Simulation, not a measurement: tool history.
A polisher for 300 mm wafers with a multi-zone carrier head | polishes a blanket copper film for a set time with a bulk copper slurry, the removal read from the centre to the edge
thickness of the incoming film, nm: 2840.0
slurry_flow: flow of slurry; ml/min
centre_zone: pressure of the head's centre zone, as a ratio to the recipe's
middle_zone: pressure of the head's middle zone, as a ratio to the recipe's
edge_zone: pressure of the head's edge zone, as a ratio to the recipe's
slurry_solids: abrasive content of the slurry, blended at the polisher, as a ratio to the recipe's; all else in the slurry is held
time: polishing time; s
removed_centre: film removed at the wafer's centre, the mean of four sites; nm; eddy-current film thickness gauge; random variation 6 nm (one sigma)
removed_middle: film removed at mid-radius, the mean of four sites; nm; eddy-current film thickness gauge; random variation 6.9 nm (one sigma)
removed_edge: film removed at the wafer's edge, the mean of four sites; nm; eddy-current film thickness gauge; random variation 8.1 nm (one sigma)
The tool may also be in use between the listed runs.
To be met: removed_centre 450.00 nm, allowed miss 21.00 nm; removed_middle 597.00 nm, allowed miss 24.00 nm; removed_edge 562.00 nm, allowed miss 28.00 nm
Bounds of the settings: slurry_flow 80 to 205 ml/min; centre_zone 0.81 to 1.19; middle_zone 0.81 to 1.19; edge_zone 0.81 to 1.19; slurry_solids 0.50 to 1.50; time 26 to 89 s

{"run": 1, "hour": 0.0, "slurry_flow": 135, "centre_zone": 1.0, "middle_zone": 1.0, "edge_zone": 1.0, "slurry_solids": 1.0, "time": 57, "removed_centre": 442.81, "removed_middle": 452.65, "removed_edge": 443.85}
{"run": 2, "hour": 7.8, "slurry_flow": 135, "centre_zone": 1.0, "middle_zone": 1.0, "edge_zone": 0.96, "slurry_solids": 1.0, "time": 57, "removed_centre": 429.55, "removed_middle": 454.16, "removed_edge": 427.1}
{"run": 3, "hour": 13.4, "slurry_flow": 140, "centre_zone": 0.95, "middle_zone": 1.05, "edge_zone": 1.02, "slurry_solids": 1.1, "time": 58, "removed_centre": 452.57, "removed_middle": 496.5, "removed_edge": 463.62}
{"run": 4, "hour": 17.5, "slurry_flow": 140, "centre_zone": 0.88, "middle_zone": 1.05, "edge_zone": 1.02, "slurry_solids": 1.1, "time": 58, "removed_centre": 406.1, "removed_middle": 488.27, "removed_edge": 460.92}
{"run": 5, "hour": 21.0, "slurry_flow": 140, "centre_zone": 0.88, "middle_zone": 1.05, "edge_zone": 1.09, "slurry_solids": 1.1, "time": 58, "removed_centre": 414.71, "removed_middle": 493.75, "removed_edge": 464.88}
{"run": 6, "hour": 24.1, "slurry_flow": 130, "centre_zone": 0.86, "middle_zone": 1.07, "edge_zone": 1.1, "slurry_solids": 1.2, "time": 60, "removed_centre": 405.91, "removed_middle": 527.05, "removed_edge": 492.84}
{"run": 7, "hour": 24.8, "slurry_flow": 135, "centre_zone": 0.86, "middle_zone": 1.07, "edge_zone": 1.11, "slurry_solids": 1.3, "time": 61, "removed_centre": 428.5, "removed_middle": 555.8, "removed_edge": 514.62}
{"run": 8, "hour": 31.1, "slurry_flow": 135, "centre_zone": 0.85, "middle_zone": 1.06, "edge_zone": 1.12, "slurry_solids": 1.35, "time": 62, "removed_centre": 429.53, "removed_middle": 550.58, "removed_edge": 523.33}
{"run": 9, "hour": 39.1, "slurry_flow": 135, "centre_zone": 0.85, "middle_zone": 1.06, "edge_zone": 1.12, "slurry_solids": 1.35, "time": 62, "removed_centre": 435.37, "removed_middle": 543.98, "removed_edge": 517.27}

Which of these 5 next moves meets every target?
{"run": "A", "hour": 47.1, "slurry_flow": 185, "centre_zone": 1.01, "middle_zone": 1.1, "edge_zone": 1.08, "slurry_solids": 1.45, "time": 55, "removed_centre": "?", "removed_middle": "?", "removed_edge": "?"}
{"run": "B", "hour": 47.1, "slurry_flow": 135, "centre_zone": 0.85, "middle_zone": 1.11, "edge_zone": 1.19, "slurry_solids": 1.25, "time": 65, "removed_centre": "?", "removed_middle": "?", "removed_edge": "?"}
{"run": "C", "hour": 47.1, "slurry_flow": 185, "centre_zone": 0.99, "middle_zone": 1.19, "edge_zone": 1.05, "slurry_solids": 1.4, "time": 56, "removed_centre": "?", "removed_middle": "?", "removed_edge": "?"}
{"run": "D", "hour": 47.1, "slurry_flow": 180, "centre_zone": 0.93, "middle_zone": 1.06, "edge_zone": 1.08, "slurry_solids": 1.35, "time": 54, "removed_centre": "?", "removed_middle": "?", "removed_edge": "?"}
{"run": "E", "hour": 47.1, "slurry_flow": 125, "centre_zone": 0.83, "middle_zone": 1.04, "edge_zone": 1.15, "slurry_solids": 1.4, "time": 62, "removed_centre": "?", "removed_middle": "?", "removed_edge": "?"}

move=A removed_centre=497.41 removed_middle=546.80 removed_edge=492.94
move=B removed_centre=445.68 removed_middle=592.45 removed_edge=557.17
move=C removed_centre=492.41 removed_middle=590.73 removed_edge=492.24
move=D removed_centre=439.29 removed_middle=509.08 removed_edge=474.30
move=E removed_centre=417.99 removed_middle=540.06 removed_edge=533.50
A: further off than the last run
B: meets every target
C: brings the result that was furthest off to its target, and leaves another outside
D: further off than the last run
E: further off than the last run
Move B is the one to make.

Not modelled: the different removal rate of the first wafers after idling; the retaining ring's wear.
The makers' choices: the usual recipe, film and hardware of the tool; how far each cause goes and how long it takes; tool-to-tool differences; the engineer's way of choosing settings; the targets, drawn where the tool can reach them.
